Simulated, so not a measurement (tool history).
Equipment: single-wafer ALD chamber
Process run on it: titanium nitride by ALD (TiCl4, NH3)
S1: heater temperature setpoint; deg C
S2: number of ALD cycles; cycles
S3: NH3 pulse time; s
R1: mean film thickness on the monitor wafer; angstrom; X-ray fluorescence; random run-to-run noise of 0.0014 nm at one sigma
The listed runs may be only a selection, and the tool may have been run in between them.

Run 1, hour 0.0: S1 390 deg C, S2 29 cycles, S3 2.74 s. Result: R1 6.9547 angstrom.
Run 2, hour 1.1: S1 390 deg C, S2 29 cycles, S3 3.03 s. Result: R1 6.9718 angstrom.
Run 3, hour 5.0: S1 383 deg C, S2 29 cycles, S3 2.43 s. Result: R1 6.8678 angstrom.
Run 4, hour 13.3: S1 390 deg C, S2 29 cycles, S3 2.43 s. Result: R1 6.8843 angstrom.
Run 5, hour 15.2: S1 387 deg C, S2 29 cycles, S3 2.00 s. Result: R1 6.7943 angstrom.
Run 6, hour 23.9: S1 386 deg C, S2 29 cycles, S3 1.72 s. Result: R1 6.6427 angstrom.

Predict the results of run 7:
Run 7, hour 30.1: S1 386 deg C, S2 29 cycles, S3 1.72 s. Result: R1 ?.

R1: 6.6365 angstrom

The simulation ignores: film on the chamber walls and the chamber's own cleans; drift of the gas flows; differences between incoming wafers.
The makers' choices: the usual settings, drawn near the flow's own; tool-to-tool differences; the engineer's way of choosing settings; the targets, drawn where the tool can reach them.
